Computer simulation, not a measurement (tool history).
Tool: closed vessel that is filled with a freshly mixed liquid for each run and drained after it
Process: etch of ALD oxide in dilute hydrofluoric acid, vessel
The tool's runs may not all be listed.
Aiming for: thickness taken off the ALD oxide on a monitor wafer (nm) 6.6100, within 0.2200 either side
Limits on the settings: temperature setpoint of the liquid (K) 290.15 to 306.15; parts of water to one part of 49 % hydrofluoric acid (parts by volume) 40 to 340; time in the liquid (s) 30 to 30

run    day  temperature setpoint of the liquid (K)  parts of water to one part of 49 % hydrofluoric acid (parts by volume)  time in the liquid (s)  thickness taken off the ALD oxide on a monitor wafer (nm)
  1  0.000                                  298.15                                                                     190                      30                                                     3.2470
  2  0.300                                  299.15                                                                     180                      30                                                     3.5060
  3  0.338                                  300.15                                                                     165                      30                                                     4.1381
  4  0.588                                  301.15                                                                     160                      30                                                     4.3900
  5  0.938                                  301.65                                                                     155                      30                                                     4.6787
  6  1.162                                  301.65                                                                     155                      30                                                     4.6673
  7  1.392                                  302.15                                                                     150                      30                                                     4.9222
  8  1.429                                  306.15                                                                     120                      30                                                     7.3236

Next run, 4 choices. One meets every target within its allowed miss, the rest don't. Which?
  A  1.467                                  304.15                                                                     125                      30                                                          ?
  B  1.467                                  304.15                                                                     105                      30                                                          ?
  C  1.467                                  305.65                                                                     115                      30                                                          ?
  D  1.467                                  306.15                                                                     115                      30                                                          ?

move  thickness taken off the ALD oxide on a monitor wafer (nm)
   A                                                     6.5522
   B                                                     8.0236
   C                                                     7.6276
   D                                                     7.7663
A: meets every target
B: its largest miss is bigger than the last run's
C: its largest miss is bigger than the last run's
D: its largest miss is bigger than the last run's
The move that meets every target is A.

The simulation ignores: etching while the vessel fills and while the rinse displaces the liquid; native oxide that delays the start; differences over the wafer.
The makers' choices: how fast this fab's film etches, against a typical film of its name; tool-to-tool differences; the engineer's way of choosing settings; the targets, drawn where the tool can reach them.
